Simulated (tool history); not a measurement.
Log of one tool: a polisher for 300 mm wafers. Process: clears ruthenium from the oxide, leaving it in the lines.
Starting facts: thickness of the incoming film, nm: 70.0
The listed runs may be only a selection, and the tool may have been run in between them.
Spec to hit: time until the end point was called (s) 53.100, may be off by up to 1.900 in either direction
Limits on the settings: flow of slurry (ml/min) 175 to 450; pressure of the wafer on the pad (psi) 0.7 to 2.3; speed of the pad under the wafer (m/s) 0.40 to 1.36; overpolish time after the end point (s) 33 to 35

run  hour  flow of slurry (ml/min)  pressure of the wafer on the pad (psi)  speed of the pad under the wafer (m/s)  overpolish time after the end point (s)  time until the end point was called (s)
  1   0.0                      290                                     1.5                                    0.88                                       33                                   97.583
  2   1.7                      290                                     1.6                                    0.90                                       33                                   90.071
  3   4.1                      290                                     1.7                                    0.92                                       33                                   82.328
  4   6.7                      290                                     1.8                                    0.92                                       33                                   77.526
  5  10.7                      290                                     1.8                                    0.82                                       33                                   88.400
  6  12.8                      290                                     1.9                                    0.84                                       33                                   80.286
  7  16.0                      290                                     2.0                                    0.86                                       33                                   75.679
  8  20.6                      290                                     2.0                                    0.86                                       33                                   74.798
  9  22.1                      290                                     2.1                                    0.88                                       33                                   70.863
 10  27.5                      290                                     2.1                                    0.90                                       33                                   68.408
 11  36.4                      290                                     2.1                                    0.92                                       33                                   67.374
 12  45.1                      290                                     2.1                                    0.94                                       33                                   64.968
 13  50.1                      290                                     2.1                                    0.96                                       33                                   65.021
 14  51.1                      290                                     2.1                                    0.98                                       33                                   63.760

Exercise: of the 5 proposed moves below, exactly one satisfies all targets within the stated allowed misses. Which move is it?
  A  52.1                      255                                     1.9                                    0.88                                       35                                        ?
  B  52.1                      300                                     1.8                                    0.86                                       35                                        ?
  C  52.1                      230                                     2.3                                    1.02                                       34                                        ?
  D  52.1                      275                                     1.9                                    0.98                                       35                                        ?
  E  52.1                      205                                     1.9                                    1.34                                       33                                        ?

move  time until the end point was called (s)
   A                                   78.013
   B                                   82.661
   C                                   56.775
   D                                   69.683
   E                                   53.266
A: misses by more than the last run did
B: misses by more than the last run did
C: closes in on the targets versus the last run, not all within tolerance yet
D: misses by more than the last run did
E: in spec on every target
E meets every target.

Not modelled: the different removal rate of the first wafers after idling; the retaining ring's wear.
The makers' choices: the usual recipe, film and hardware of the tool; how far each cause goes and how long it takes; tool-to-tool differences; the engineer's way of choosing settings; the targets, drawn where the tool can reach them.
